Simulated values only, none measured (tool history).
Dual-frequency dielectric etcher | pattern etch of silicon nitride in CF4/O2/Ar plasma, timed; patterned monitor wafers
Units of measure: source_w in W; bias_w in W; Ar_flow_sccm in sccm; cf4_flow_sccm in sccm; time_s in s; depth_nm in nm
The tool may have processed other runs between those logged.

run 1 hour=0.0 | source_w=510 bias_w=54 Ar_flow_sccm=86 cf4_flow_sccm=114 time_s=80.5 | depth_nm=155.86
run 2 hour=3.4 | source_w=540 bias_w=54 Ar_flow_sccm=86 cf4_flow_sccm=114 time_s=80.5 | depth_nm=164.83
run 3 hour=7.4 | source_w=560 bias_w=54 Ar_flow_sccm=86 cf4_flow_sccm=114 time_s=80.5 | depth_nm=170.57
run 4 hour=8.6 | source_w=580 bias_w=54 Ar_flow_sccm=86 cf4_flow_sccm=114 time_s=80.5 | depth_nm=177.36
run 5 hour=13.4 | source_w=540 bias_w=54 Ar_flow_sccm=86 cf4_flow_sccm=114 time_s=80.5 | depth_nm=165.36
run 6 hour=16.4 | source_w=560 bias_w=54 Ar_flow_sccm=86 cf4_flow_sccm=114 time_s=80.5 | depth_nm=170.78

Run 7, settings as shown, results not yet in. Your forecast:
run 7 hour=19.0 | source_w=580 bias_w=54 Ar_flow_sccm=86 cf4_flow_sccm=114 time_s=80.5 | depth_nm=?

Logged for run 7: depth_nm 178.53 nm.
